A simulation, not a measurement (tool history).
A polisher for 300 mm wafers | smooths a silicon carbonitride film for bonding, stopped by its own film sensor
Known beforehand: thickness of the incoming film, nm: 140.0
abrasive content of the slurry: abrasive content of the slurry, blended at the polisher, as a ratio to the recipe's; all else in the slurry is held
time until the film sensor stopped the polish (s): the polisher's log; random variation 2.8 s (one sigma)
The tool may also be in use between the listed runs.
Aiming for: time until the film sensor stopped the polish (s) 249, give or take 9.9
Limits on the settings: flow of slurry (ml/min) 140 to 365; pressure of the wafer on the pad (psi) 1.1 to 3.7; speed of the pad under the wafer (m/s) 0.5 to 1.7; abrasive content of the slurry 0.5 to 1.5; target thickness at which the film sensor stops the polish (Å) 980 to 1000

run	hour	flow of slurry (ml/min)	pressure of the wafer on the pad (psi)	speed of the pad under the wafer (m/s)	abrasive content of the slurry	target thickness at which the film sensor stops the polish (Å)	time until the film sensor stopped the polish (s)
1	0	235	2.4	1.1	1	1000	161.3
2	5.1	235	2.2	1.1	1	1000	171.55
3	11.1	235	2	1.1	1	1000	185.71
4	17.1	235	1.9	1.1	1	1000	189.52
# hour 25.9: worn pad replaced by a new one
5	25.9	235	1.8	1.1	1	1000	181.36
6	26.5	235	1.7	1.04	1	1000	198.98
7	32.5	235	1.6	1.02	1	1000	204.15
8	33.4	235	1.5	0.98	1	1000	220.97

Exercise: of the 5 proposed moves below, exactly one satisfies all targets within the stated allowed misses. Which move is it?
A	34.3	230	1.3	0.9	1	980	?
B	34.3	235	1.4	0.94	0.95	990	?
C	34.3	280	1.6	0.72	1	980	?
D	34.3	285	1.4	0.76	1	980	?
E	34.3	240	1.3	0.9	1	980	?

move	time until the film sensor stopped the polish (s)
A	264.36
B	246.01
C	262.4
D	274.61
E	263.05
A: takes the biggest miss from the last run beyond its target
B: all results land within tolerance of their targets
C: takes the biggest miss from the last run beyond its target
D: takes the biggest miss from the last run beyond its target
E: takes the biggest miss from the last run beyond its target
Go with B: it meets all targets.
